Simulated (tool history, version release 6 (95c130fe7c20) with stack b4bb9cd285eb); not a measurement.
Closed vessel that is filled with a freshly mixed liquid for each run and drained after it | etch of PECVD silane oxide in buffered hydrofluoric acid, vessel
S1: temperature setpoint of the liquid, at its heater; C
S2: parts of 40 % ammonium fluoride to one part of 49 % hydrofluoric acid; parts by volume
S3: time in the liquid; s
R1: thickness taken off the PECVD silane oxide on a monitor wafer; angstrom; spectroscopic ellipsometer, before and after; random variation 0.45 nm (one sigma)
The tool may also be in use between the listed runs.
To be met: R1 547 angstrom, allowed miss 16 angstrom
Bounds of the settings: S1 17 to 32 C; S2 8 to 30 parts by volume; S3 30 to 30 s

run,hour,S1,S2,S3,R1
1,0,24,21.5,30,405.58
2,8.5,27,21.5,30,478.88
3,9.8,27.5,21.5,30,491.88
4,12.6,27.5,24,30,453.24
5,16.4,28,24,30,469.93
6,18.2,28,27,30,431.76
7,23.9,29,27,30,453.31
8,32.1,29.5,27,30,465.73
9,39.5,30,27,30,477.07

Which of these 5 next moves meets every target?
A,46.9,28,28.5,30,?
B,46.9,31.5,27.5,30,?
C,46.9,30,25,30,?
D,46.9,31,24.5,30,?
E,46.9,27.5,26,30,?

move,R1
A,414.62
B,511.82
C,504.52
D,539.27
E,429.8
A: further off than the last run
B: nearer than the last run, and not there yet
C: nearer than the last run, and not there yet
D: meets every target
E: further off than the last run
Move D is the one to make.
